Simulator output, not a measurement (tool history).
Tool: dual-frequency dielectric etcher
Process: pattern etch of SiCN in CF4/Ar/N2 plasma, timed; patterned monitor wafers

run,hour,source power (kW),bias power (kW),Ar flow (sccm),CF4 flow (sccm),etch time (s),mean etch depth across the wafer (angstrom)
1,0.0,0.560,0.055,108,48,191.5,1750.3
2,6.1,0.590,0.055,108,48,191.5,1822.4
3,12.8,0.590,0.046,108,48,191.5,1721.8
4,18.4,0.590,0.046,127,48,191.5,1662.0
5,27.1,0.630,0.047,127,48,191.5,1800.7
6,30.8,0.650,0.047,127,48,191.5,1879.1
7,38.9,0.660,0.047,127,48,191.5,1880.2

Run 8 comes next. What will it give?
8,40.3,0.680,0.047,127,48,191.5,?

{"run 8": {"mean etch depth across the wafer (angstrom)": 1955.6}}
